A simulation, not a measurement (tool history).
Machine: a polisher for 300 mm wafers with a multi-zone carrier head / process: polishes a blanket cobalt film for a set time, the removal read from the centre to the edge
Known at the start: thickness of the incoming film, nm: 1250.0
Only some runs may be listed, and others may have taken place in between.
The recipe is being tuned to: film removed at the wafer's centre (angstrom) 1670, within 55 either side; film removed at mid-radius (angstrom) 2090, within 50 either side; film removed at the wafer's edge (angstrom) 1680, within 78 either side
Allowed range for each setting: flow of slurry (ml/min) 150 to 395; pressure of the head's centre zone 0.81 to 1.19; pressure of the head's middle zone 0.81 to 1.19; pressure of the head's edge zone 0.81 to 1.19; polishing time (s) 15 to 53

| run | hour | flow of slurry (ml/min) | pressure of the head's centre zone | pressure of the head's middle zone | pressure of the head's edge zone | polishing time (s) | film removed at the wafer's centre (angstrom) | film removed at mid-radius (angstrom) | film removed at the wafer's edge (angstrom) |
|---|---|---|---|---|---|---|---|---|---|
| 1 | 0 | 250 | 1 | 1 | 1 | 34 | 1488.4 | 1477.1 | 1413.7 |
| 2 | 2.8 | 265 | 0.99 | 1.04 | 1 | 35 | 1551.7 | 1597.9 | 1481.3 |
| 3 | 6.1 | 280 | 0.97 | 1.07 | 0.99 | 36 | 1558.6 | 1703 | 1585.3 |
| 4 | 10.2 | 280 | 0.97 | 1.1 | 0.95 | 37 | 1606.9 | 1770.2 | 1545.5 |
| 5 | 17.5 | 280 | 0.97 | 1.14 | 0.95 | 37 | 1619.4 | 1823.2 | 1523.6 |
| 6 | 24.1 | 280 | 0.97 | 1.14 | 0.95 | 30 | 1294.3 | 1475.3 | 1259.6 |
| 7 | 32.1 | 290 | 0.96 | 1.15 | 0.94 | 32 | 1396.9 | 1592.1 | 1324.6 |
| 8 | 38.7 | 300 | 0.94 | 1.16 | 0.94 | 34 | 1445.7 | 1713.7 | 1409.9 |
| 9 | 44.6 | 310 | 0.93 | 1.17 | 0.94 | 35 | 1498.6 | 1767.1 | 1470.5 |
| 10 | 49.5 | 300 | 0.92 | 1.17 | 0.94 | 36 | 1500.6 | 1819.6 | 1488.1 |
| 11 | 51.6 | 305 | 0.92 | 1.17 | 0.94 | 37 | 1549.4 | 1896.4 | 1574.7 |

Of the 4 settings listed for the next run, only one would bring every result within its allowed miss of target. Which one?
| A | 53.7 | 320 | 1.1 | 1.11 | 0.96 | 34 | ? | ? | ? |
| B | 53.7 | 335 | 0.91 | 1.19 | 0.95 | 40 | ? | ? | ? |
| C | 53.7 | 300 | 0.84 | 1.04 | 1.01 | 37 | ? | ? | ? |
| D | 53.7 | 280 | 0.9 | 1.18 | 1.02 | 34 | ? | ? | ? |

| move | film removed at the wafer's centre (angstrom) | film removed at mid-radius (angstrom) | film removed at the wafer's edge (angstrom) |
|---|---|---|---|
| A | 1679.8 | 1640.1 | 1452.6 |
| B | 1691.7 | 2055 | 1704 |
| C | 1449 | 1683.6 | 1612.2 |
| D | 1401.6 | 1708.8 | 1478.8 |
A: the biggest miss grows against the last run
B: all results land within tolerance of their targets
C: the biggest miss grows against the last run
D: the biggest miss grows against the last run
B is the move that brings every result within its allowed miss.
